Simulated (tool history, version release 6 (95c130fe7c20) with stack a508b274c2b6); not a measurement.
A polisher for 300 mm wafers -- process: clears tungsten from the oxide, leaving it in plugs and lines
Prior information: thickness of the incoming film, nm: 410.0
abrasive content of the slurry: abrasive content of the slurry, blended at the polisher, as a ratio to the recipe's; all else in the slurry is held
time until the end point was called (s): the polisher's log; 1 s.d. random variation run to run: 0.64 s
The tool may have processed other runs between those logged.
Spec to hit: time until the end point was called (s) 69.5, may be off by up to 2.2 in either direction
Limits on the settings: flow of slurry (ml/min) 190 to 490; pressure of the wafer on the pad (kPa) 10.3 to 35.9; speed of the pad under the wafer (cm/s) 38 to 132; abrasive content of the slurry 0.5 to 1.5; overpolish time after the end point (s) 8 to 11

run	hour	flow of slurry (ml/min)	pressure of the wafer on the pad (kPa)	speed of the pad under the wafer (cm/s)	abrasive content of the slurry	overpolish time after the end point (s)	time until the end point was called (s)
1	0	315	22.8	84	1	11	110.01
2	2.7	315	22.8	84	1	8	109.06
3	9.7	315	22.8	84	1	8	109.38
4	16.9	315	22.8	100	1	8	90.854
5	20.3	315	24.1	100	1	8	86.509
6	24.4	315	24.1	100	1	11	86.116
7	27.7	315	25.5	100	1	11	82.563
8	30.4	315	26.9	100	1	11	77.5

Pick the move, out of 5, that brings all results within their allowed miss; only one does.
A	33.1	290	26.9	122	0.8	8	?
B	33.1	225	31	76	1.2	11	?
C	33.1	330	25.5	100	1.05	8	?
D	33.1	310	24.8	98	1.15	8	?
E	33.1	210	27.6	98	0.95	9	?

move	time until the end point was called (s)
A	69.189
B	87.552
C	80.731
D	82.883
E	82.871
A: all results land within tolerance of their targets
B: the biggest miss grows against the last run
C: the biggest miss grows against the last run
D: the biggest miss grows against the last run
E: the biggest miss grows against the last run
Go with A: it meets all targets.

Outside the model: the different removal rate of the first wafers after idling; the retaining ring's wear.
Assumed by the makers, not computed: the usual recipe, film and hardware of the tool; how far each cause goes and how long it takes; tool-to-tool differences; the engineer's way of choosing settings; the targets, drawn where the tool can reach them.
